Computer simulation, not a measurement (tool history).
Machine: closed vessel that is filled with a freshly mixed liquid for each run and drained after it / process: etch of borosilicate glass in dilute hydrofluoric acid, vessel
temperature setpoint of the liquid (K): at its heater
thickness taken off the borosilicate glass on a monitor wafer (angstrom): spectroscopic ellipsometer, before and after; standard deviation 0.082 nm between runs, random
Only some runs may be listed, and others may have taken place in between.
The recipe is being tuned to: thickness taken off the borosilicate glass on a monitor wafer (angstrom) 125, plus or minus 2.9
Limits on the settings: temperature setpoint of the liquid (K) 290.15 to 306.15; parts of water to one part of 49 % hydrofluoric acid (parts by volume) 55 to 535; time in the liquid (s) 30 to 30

run   hour  temperature setpoint of the liquid (K)  parts of water to one part of 49 % hydrofluoric acid (parts by volume)  time in the liquid (s)  thickness taken off the borosilicate glass on a monitor wafer (angstrom)
  1      0                                  298.15                                                                     295                      30                                                                    32.732
  2    5.2                                  298.15                                                                     295                      30                                                                    32.078
  3   13.5                                  299.15                                                                     265                      30                                                                    38.101
  4   14.8                                  300.15                                                                     240                      30                                                                    45.607
  5   19.4                                  300.65                                                                     220                      30                                                                    51.047
  6   27.2                                  303.15                                                                     220                      30                                                                    56.143
  7   35.8                                  303.65                                                                     205                      30                                                                    61.213
  8   44.5                                  304.15                                                                     190                      30                                                                     68.82
  9   47.4                                  304.15                                                                     180                      30                                                                    74.308
 10   55.3                                  304.15                                                                     170                      30                                                                    79.344
 11   59.2                                  304.15                                                                     160                      30                                                                    84.865
 12   66.1                                  306.15                                                                      75                      30                                                                    220.21
 13   69.9                                  304.65                                                                      80                      30                                                                    194.17
 14   76.6                                  304.65                                                                      85                      30                                                                    181.45
 15   77.9                                  304.15                                                                      90                      30                                                                    167.12
 16   84.9                                  303.15                                                                      90                      30                                                                    162.04
 17   87.8                                  302.15                                                                      90                      30                                                                    157.59
 18   93.4                                  301.15                                                                      90                      30                                                                     148.3
 19   98.4                                  300.65                                                                      90                      30                                                                    145.42
 20  105.8                                  300.15                                                                      90                      30                                                                    144.81
 21  114.4                                  299.65                                                                      90                      30                                                                     141.5
 22  117.8                                  299.15                                                                      90                      30                                                                    139.26
 23  122.9                                  298.65                                                                      90                      30                                                                    134.06
 24  128.9                                  297.65                                                                      90                      30                                                                    129.36

Which single option among these 5 for the next run brings every result within its allowed miss of target? Just one does.
  A  134.9                                  300.15                                                                      95                      30                                                                         ?
  B  134.9                                  296.15                                                                      85                      30                                                                         ?
  C  134.9                                  296.65                                                                      85                      30                                                                         ?
  D  134.9                                  298.15                                                                      90                      30                                                                         ?
  E  134.9                                  298.15                                                                      95                      30                                                                         ?

move  thickness taken off the borosilicate glass on a monitor wafer (angstrom)
   A                                                                    134.29
   B                                                                    129.78
   C                                                                    132.42
   D                                                                    131.94
   E                                                                     124.2
A: moves away from the targets compared with the last run
B: moves away from the targets compared with the last run
C: moves away from the targets compared with the last run
D: moves away from the targets compared with the last run
E: all results in spec
Go with E: it meets all targets.

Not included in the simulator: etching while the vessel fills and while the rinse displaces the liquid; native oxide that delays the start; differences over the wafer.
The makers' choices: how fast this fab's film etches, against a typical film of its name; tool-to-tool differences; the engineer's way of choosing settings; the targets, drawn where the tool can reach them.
